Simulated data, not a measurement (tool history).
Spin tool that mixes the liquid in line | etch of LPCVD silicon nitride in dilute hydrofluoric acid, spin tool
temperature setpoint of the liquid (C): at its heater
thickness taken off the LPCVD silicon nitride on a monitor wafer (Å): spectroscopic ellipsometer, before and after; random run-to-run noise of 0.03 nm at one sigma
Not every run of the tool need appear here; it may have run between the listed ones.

run	hour	temperature setpoint of the liquid (C)	parts of water to one part of 49 % hydrofluoric acid (parts by volume)	time under the liquid (s)	thickness taken off the LPCVD silicon nitride on a monitor wafer (Å)
1	0	23	125	285	13.176
2	1.8	23	125	305	14.704
3	2.3	23	85	305	20.573
4	9.8	20.5	85	305	17.572
5	16.7	20.5	110	305	13.02
6	17.8	20.5	125	305	11.556
7	26.1	20	125	305	11.686

Run 8, settings as shown, results not yet in. Your forecast:
8	29	19.5	130	305	?

{"run 8": {"thickness taken off the LPCVD silicon nitride on a monitor wafer (Å)": 10.513}}

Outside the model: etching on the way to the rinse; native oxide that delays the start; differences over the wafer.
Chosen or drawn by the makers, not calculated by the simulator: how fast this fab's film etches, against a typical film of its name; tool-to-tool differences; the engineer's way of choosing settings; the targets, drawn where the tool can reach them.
